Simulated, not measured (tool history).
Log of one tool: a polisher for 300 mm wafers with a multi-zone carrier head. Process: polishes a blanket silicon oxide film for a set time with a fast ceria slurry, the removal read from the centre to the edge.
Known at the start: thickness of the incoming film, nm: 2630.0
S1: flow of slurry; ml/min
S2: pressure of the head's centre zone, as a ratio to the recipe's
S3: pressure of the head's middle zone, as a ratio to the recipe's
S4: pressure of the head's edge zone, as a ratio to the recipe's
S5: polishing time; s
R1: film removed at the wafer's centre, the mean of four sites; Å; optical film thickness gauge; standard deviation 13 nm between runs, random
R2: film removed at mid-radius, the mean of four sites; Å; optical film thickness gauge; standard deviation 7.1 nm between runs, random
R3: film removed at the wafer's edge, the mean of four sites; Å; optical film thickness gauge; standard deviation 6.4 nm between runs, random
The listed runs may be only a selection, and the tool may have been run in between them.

| run | hour | S1 | S2 | S3 | S4 | S5 | R1 | R2 | R3 |
|---|---|---|---|---|---|---|---|---|---|
| 1 | 0.0 | 175 | 1.00 | 1.00 | 1.00 | 46 | 7211.5 | 7282.3 | 7400.7 |
| 2 | 3.4 | 175 | 1.00 | 0.94 | 1.00 | 46 | 7486.7 | 6807.9 | 7584.6 |
| 3 | 6.2 | 190 | 1.03 | 0.98 | 1.00 | 47 | 7685.1 | 7282.6 | 7689.6 |
| 4 | 12.9 | 190 | 1.03 | 0.98 | 0.94 | 47 | 7719.6 | 7368.2 | 7534.6 |
| 5 | 19.7 | 220 | 1.03 | 0.98 | 0.94 | 47 | 8182.6 | 7499.9 | 7584.3 |
| 6 | 26.1 | 185 | 1.03 | 0.98 | 0.94 | 47 | 7702.0 | 7334.4 | 7504.5 |
| 7 | 29.2 | 200 | 1.04 | 1.01 | 0.94 | 48 | 8073.5 | 7699.5 | 7698.3 |
| 8 | 33.6 | 210 | 1.04 | 1.04 | 0.94 | 48 | 8094.2 | 8045.7 | 7785.0 |

Run 9, settings as shown, results not yet in. Your forecast:
| 9 | 37.9 | 220 | 1.05 | 1.05 | 0.93 | 48 | ? | ? | ? |

Run 9 came out at R1 8206.5 Å, R2 8159.8 Å, R3 7754.8 Å.

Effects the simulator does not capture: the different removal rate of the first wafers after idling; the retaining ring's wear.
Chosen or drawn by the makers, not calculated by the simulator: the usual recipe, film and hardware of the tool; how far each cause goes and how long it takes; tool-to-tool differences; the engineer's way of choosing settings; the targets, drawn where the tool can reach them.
